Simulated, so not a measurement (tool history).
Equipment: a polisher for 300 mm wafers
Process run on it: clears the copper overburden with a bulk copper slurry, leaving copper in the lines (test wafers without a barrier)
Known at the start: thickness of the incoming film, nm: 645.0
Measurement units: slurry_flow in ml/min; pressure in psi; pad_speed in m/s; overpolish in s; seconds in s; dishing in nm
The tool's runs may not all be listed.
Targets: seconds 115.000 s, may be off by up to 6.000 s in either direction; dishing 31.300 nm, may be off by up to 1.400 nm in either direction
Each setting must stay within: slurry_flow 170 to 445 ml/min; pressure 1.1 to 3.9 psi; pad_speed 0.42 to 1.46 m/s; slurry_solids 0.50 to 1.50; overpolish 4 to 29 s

Run 1, hour 0.0: slurry_flow 285 ml/min, pressure 2.5 psi, pad_speed 0.94 m/s, slurry_solids 1.00, overpolish 15 s. Result: seconds 95.103 s, dishing 47.579 nm.
Run 2, hour 5.8: slurry_flow 285 ml/min, pressure 2.3 psi, pad_speed 0.94 m/s, slurry_solids 1.00, overpolish 13 s. Result: seconds 103.340 s, dishing 42.531 nm.
Run 3, hour 12.2: slurry_flow 285 ml/min, pressure 2.3 psi, pad_speed 0.94 m/s, slurry_solids 1.00, overpolish 9 s. Result: seconds 103.150 s, dishing 32.248 nm.
Run 4, hour 16.1: slurry_flow 285 ml/min, pressure 2.3 psi, pad_speed 0.94 m/s, slurry_solids 1.00, overpolish 6 s. Result: seconds 103.840 s, dishing 24.581 nm.
Run 5, hour 22.0: slurry_flow 285 ml/min, pressure 1.7 psi, pad_speed 0.94 m/s, slurry_solids 1.00, overpolish 6 s. Result: seconds 135.960 s, dishing 18.344 nm.
Run 6, hour 22.8: slurry_flow 285 ml/min, pressure 1.7 psi, pad_speed 0.94 m/s, slurry_solids 1.15, overpolish 6 s. Result: seconds 132.050 s, dishing 19.634 nm.
Run 7, hour 26.1: slurry_flow 290 ml/min, pressure 1.8 psi, pad_speed 0.92 m/s, slurry_solids 1.20, overpolish 7 s. Result: seconds 128.980 s, dishing 23.432 nm.
Run 8, hour 27.0: slurry_flow 315 ml/min, pressure 2.3 psi, pad_speed 0.84 m/s, slurry_solids 1.40, overpolish 8 s. Result: seconds 106.360 s, dishing 30.008 nm.

Exactly one of the 4 candidate moves below puts every result within its allowed miss. Which one?
Run A, hour 27.9: slurry_flow 215 ml/min, pressure 3.3 psi, pad_speed 0.62 m/s, slurry_solids 1.45, overpolish 8 s. Result: seconds ?, dishing ?.
Run B, hour 27.9: slurry_flow 335 ml/min, pressure 2.3 psi, pad_speed 0.78 m/s, slurry_solids 1.45, overpolish 9 s. Result: seconds ?, dishing ?.
Run C, hour 27.9: slurry_flow 305 ml/min, pressure 2.6 psi, pad_speed 0.82 m/s, slurry_solids 1.50, overpolish 8 s. Result: seconds ?, dishing ?.
Run D, hour 27.9: slurry_flow 285 ml/min, pressure 2.4 psi, pad_speed 0.88 m/s, slurry_solids 1.25, overpolish 9 s. Result: seconds ?, dishing ?.

move  seconds  dishing
   A  104.360   32.038
   B  113.080   32.139
   C   95.798   33.630
   D  101.380   34.935
A: misses by more than the last run did
B: every result lands within tolerance
C: misses by more than the last run did
D: misses by more than the last run did
So the answer is move B, the one that meets all the targets.

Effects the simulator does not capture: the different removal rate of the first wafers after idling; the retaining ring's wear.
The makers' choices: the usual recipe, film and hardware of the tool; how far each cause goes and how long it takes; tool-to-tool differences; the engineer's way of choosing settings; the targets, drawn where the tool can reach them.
